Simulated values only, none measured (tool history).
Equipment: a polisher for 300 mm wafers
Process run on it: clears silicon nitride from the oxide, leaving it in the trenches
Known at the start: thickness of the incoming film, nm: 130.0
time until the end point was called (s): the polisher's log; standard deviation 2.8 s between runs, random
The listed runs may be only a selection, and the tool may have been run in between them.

run  hour  flow of slurry (ml/min)  pressure of the wafer on the pad (kPa)  speed of the pad under the wafer (cm/s)  overpolish time after the end point (s)  time until the end point was called (s)
  1     0                      140                                    16.5                                      126                                       27                                   125.36
  2   3.9                      170                                    16.5                                      126                                       27                                   124.94
  3   8.1                      170                                    16.5                                      126                                       27                                   117.91
  4  17.1                      165                                    15.9                                      126                                       27                                   126.44
  5  17.7                      165                                      20                                      126                                       27                                   106.63
  6  20.4                      165                                      20                                      102                                       27                                   132.79
  7  29.2                      165                                    19.3                                      102                                       27                                   134.28
  8  34.7                      165                                    18.6                                      102                                       27                                   138.74
  9  39.7                      165                                    17.9                                      102                                       27                                   140.01
 10  42.5                      165                                    17.9                                      102                                       27                                    136.7
 11  43.1                      165                                    17.2                                      100                                       27                                    146.4
 12  46.1                      165                                    16.5                                      100                                       27                                   153.43
 13  49.8                      165                                    15.9                                      100                                       27                                   155.92

Forecast run 14:
 14  56.3                      165                                    15.2                                      100                                       27                                        ?

{"run 14": {"time until the end point was called (s)": 163.32}}
